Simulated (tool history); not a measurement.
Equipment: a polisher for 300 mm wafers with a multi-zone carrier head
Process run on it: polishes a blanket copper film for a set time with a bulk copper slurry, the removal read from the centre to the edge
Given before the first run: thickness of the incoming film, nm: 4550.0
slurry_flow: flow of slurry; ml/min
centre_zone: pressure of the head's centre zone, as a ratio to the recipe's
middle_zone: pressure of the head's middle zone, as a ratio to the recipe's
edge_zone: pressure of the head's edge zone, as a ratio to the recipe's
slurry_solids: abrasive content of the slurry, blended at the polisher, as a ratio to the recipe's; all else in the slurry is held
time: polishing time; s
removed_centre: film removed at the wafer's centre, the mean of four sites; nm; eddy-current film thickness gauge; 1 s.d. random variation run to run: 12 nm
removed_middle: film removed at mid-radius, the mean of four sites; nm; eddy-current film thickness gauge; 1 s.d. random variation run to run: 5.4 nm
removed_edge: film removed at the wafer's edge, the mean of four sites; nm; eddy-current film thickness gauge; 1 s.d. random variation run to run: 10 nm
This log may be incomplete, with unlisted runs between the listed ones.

Run 1, day 0.000: slurry_flow 120 ml/min, centre_zone 1.00, middle_zone 1.00, edge_zone 1.00, slurry_solids 1.00, time 84 s. Result: removed_centre 950.49 nm, removed_middle 977.40 nm, removed_edge 935.37 nm.
Run 2, day 0.367: slurry_flow 120 ml/min, centre_zone 1.00, middle_zone 1.00, edge_zone 1.06, slurry_solids 1.00, time 84 s. Result: removed_centre 955.16 nm, removed_middle 962.97 nm, removed_edge 1020.00 nm.
Run 3, day 0.400: slurry_flow 110 ml/min, centre_zone 1.00, middle_zone 0.98, edge_zone 1.00, slurry_solids 0.95, time 84 s. Result: removed_centre 876.28 nm, removed_middle 917.13 nm, removed_edge 925.62 nm.
Run 4, day 0.679: slurry_flow 110 ml/min, centre_zone 1.00, middle_zone 0.98, edge_zone 1.00, slurry_solids 0.95, time 98 s. Result: removed_centre 1036.50 nm, removed_middle 1079.80 nm, removed_edge 1086.40 nm.
Run 5, day 0.954: slurry_flow 110 ml/min, centre_zone 1.02, middle_zone 0.96, edge_zone 0.95, slurry_solids 0.80, time 95 s. Result: removed_centre 1007.00 nm, removed_middle 976.94 nm, removed_edge 976.31 nm.
Run 6, day 1.154: slurry_flow 110 ml/min, centre_zone 1.02, middle_zone 0.99, edge_zone 0.95, slurry_solids 0.80, time 95 s. Result: removed_centre 1009.80 nm, removed_middle 1001.60 nm, removed_edge 962.68 nm.
Run 7, day 1.483: slurry_flow 105 ml/min, centre_zone 1.01, middle_zone 0.99, edge_zone 0.91, slurry_solids 0.70, time 93 s. Result: removed_centre 923.47 nm, removed_middle 949.27 nm, removed_edge 933.28 nm.
Run 8, day 1.504: slurry_flow 105 ml/min, centre_zone 1.03, middle_zone 1.01, edge_zone 0.88, slurry_solids 0.65, time 88 s. Result: removed_centre 885.14 nm, removed_middle 893.89 nm, removed_edge 830.71 nm.
At day 1.717: slurry nozzle cleaned.
Run 9, day 1.717: slurry_flow 100 ml/min, centre_zone 1.04, middle_zone 1.02, edge_zone 0.86, slurry_solids 0.60, time 87 s. Result: removed_centre 973.25 nm, removed_middle 965.26 nm, removed_edge 856.06 nm.

Expected results for the next run?
Run 10, day 2.038: slurry_flow 100 ml/min, centre_zone 1.01, middle_zone 1.00, edge_zone 0.82, slurry_solids 0.70, time 70 s. Result: removed_centre ?, removed_middle ?, removed_edge ?.

removed_centre: 772.99 nm
removed_middle: 787.88 nm
removed_edge: 689.39 nm

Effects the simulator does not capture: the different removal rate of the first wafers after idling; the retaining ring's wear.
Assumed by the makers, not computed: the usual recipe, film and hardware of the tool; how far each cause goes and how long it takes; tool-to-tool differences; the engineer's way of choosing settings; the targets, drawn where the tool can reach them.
